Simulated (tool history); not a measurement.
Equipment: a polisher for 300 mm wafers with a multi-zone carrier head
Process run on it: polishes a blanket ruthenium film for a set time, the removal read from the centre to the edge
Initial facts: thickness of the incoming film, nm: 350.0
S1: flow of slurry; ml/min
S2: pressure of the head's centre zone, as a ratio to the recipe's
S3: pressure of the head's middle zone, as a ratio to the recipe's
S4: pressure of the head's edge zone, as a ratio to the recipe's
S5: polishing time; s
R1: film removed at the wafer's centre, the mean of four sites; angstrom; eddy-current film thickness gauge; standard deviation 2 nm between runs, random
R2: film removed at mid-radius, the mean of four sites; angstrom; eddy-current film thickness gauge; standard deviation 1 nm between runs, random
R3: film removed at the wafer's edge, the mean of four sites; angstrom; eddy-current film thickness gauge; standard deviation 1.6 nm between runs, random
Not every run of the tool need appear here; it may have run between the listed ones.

run    day   S1    S2    S3    S4  S5      R1      R2       R3
  1  0.000  195  1.00  1.00  1.00  59  913.21  924.61   954.87
  2  0.121  195  0.94  1.00  1.00  59  899.69  931.24   951.60
  3  0.408  205  0.97  0.98  1.03  63  978.10  987.62  1038.40
  4  0.575  205  0.97  0.98  1.03  52  800.46  808.01   854.41
  5  0.808  205  0.97  0.98  1.00  52  789.51  810.95   844.15
  6  1.042  200  0.98  0.96  1.03  58  910.29  879.51   953.14

Estimate the outcome of run 7 from the log above:
  7  1.179  195  0.98  0.95  1.06  62   ?   ?   ?

Run 7 gave R1 931.56 angstrom, R2 930.44 angstrom, R3 1035.30 angstrom.
